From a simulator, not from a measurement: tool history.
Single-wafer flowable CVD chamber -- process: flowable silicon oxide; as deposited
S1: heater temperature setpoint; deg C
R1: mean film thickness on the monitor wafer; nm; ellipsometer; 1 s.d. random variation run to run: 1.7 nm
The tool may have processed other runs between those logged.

{"run": 1, "hour": 0.0, "S1": 100, "chamber pressure (Torr)": 1.06, "RF power (kW)": 1.83, "deposition time (s)": 496, "R1": 436.57}
{"run": 2, "hour": 4.6, "S1": 92, "chamber pressure (Torr)": 1.06, "RF power (kW)": 1.83, "deposition time (s)": 496, "R1": 586.32}
{"run": 3, "hour": 8.1, "S1": 82, "chamber pressure (Torr)": 1.06, "RF power (kW)": 1.83, "deposition time (s)": 496, "R1": 829.95}
{"run": 4, "hour": 10.9, "S1": 83, "chamber pressure (Torr)": 1.06, "RF power (kW)": 1.83, "deposition time (s)": 496, "R1": 800.12}
{"run": 5, "hour": 18.6, "S1": 83, "chamber pressure (Torr)": 1.06, "RF power (kW)": 1.69, "deposition time (s)": 496, "R1": 782.85}
{"run": 6, "hour": 24.3, "S1": 84, "chamber pressure (Torr)": 1.06, "RF power (kW)": 1.69, "deposition time (s)": 496, "R1": 754.74}
{"run": 7, "hour": 32.0, "S1": 85, "chamber pressure (Torr)": 1.06, "RF power (kW)": 1.69, "deposition time (s)": 496, "R1": 729.77}

Forecast run 8:
{"run": 8, "hour": 35.7, "S1": 87, "chamber pressure (Torr)": 1.06, "RF power (kW)": 1.69, "deposition time (s)": 496, "R1": "?"}

Run 8 produced R1 686.25 nm.
